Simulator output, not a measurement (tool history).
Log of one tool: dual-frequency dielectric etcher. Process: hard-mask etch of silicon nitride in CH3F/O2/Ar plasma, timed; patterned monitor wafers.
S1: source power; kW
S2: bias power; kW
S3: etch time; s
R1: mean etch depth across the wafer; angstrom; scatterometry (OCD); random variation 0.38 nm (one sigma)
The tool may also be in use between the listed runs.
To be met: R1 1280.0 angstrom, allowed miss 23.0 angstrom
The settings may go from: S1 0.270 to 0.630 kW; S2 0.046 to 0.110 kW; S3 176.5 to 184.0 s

run	hour	S1	S2	S3	R1
1	0.0	0.450	0.078	176.5	1464.9
2	6.6	0.450	0.078	184.0	1513.8
3	13.0	0.410	0.076	184.0	1453.3
4	16.9	0.380	0.075	184.0	1405.9
5	25.7	0.380	0.075	176.5	1341.8
6	32.2	0.440	0.075	176.5	1434.4
7	33.3	0.440	0.075	176.5	1433.3
8	42.2	0.420	0.074	176.5	1410.6
9	46.8	0.330	0.069	176.5	1246.1

Which of these 4 next moves meets every target?
A	51.4	0.360	0.075	179.0	?
B	51.4	0.320	0.070	180.5	?
C	51.4	0.340	0.074	183.5	?
D	51.4	0.330	0.046	184.0	?

move	R1
A	1342.7
B	1273.3
C	1341.1
D	1228.6
A: takes the result that was furthest off past its target
B: meets every target
C: takes the result that was furthest off past its target
D: further off than the last run
Move B is the one to make.
